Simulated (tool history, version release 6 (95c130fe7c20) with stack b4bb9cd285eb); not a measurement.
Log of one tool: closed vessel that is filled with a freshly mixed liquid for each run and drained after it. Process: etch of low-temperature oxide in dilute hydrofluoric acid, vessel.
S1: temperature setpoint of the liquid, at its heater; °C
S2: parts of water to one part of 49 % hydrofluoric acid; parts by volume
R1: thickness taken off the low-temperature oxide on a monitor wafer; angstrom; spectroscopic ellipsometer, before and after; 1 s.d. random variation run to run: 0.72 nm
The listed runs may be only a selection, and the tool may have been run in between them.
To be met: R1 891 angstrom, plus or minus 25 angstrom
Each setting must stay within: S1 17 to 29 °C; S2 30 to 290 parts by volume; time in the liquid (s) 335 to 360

run 1 hour=0 | S1=21 S2=160 time_in_the_liquid_(s)=335 | R1=222.76
run 2 hour=4.1 | S1=21 S2=160 time_in_the_liquid_(s)=360 | R1=244.31
run 3 hour=9.9 | S1=23.5 S2=115 time_in_the_liquid_(s)=360 | R1=391.32
run 4 hour=17.4 | S1=23.5 S2=115 time_in_the_liquid_(s)=360 | R1=390.98
run 5 hour=25.5 | S1=25.5 S2=90 time_in_the_liquid_(s)=360 | R1=560.71
run 6 hour=29.9 | S1=25.5 S2=125 time_in_the_liquid_(s)=360 | R1=386.32
run 7 hour=33.8 | S1=26.5 S2=100 time_in_the_liquid_(s)=360 | R1=504.65
run 8 hour=36.7 | S1=27.5 S2=80 time_in_the_liquid_(s)=360 | R1=685.17
run 9 hour=44 | S1=28 S2=75 time_in_the_liquid_(s)=360 | R1=746.16
run 10 hour=45.6 | S1=28.5 S2=70 time_in_the_liquid_(s)=360 | R1=820.87

Of the 4 settings listed for the next run, only one would bring every result within its allowed miss of target. Which one?
run A hour=47.2 | S1=28.5 S2=75 time_in_the_liquid_(s)=360 | R1=?
run B hour=47.2 | S1=28 S2=70 time_in_the_liquid_(s)=360 | R1=?
run C hour=47.2 | S1=29 S2=65 time_in_the_liquid_(s)=355 | R1=?
run D hour=47.2 | S1=29 S2=70 time_in_the_liquid_(s)=360 | R1=?

move=A R1=764.96
move=B R1=810.15
move=C R1=900.8
move=D R1=841.72
A: further off than the last run
B: further off than the last run
C: all results in spec
D: closer than the last run, but not yet in spec
C meets every target.

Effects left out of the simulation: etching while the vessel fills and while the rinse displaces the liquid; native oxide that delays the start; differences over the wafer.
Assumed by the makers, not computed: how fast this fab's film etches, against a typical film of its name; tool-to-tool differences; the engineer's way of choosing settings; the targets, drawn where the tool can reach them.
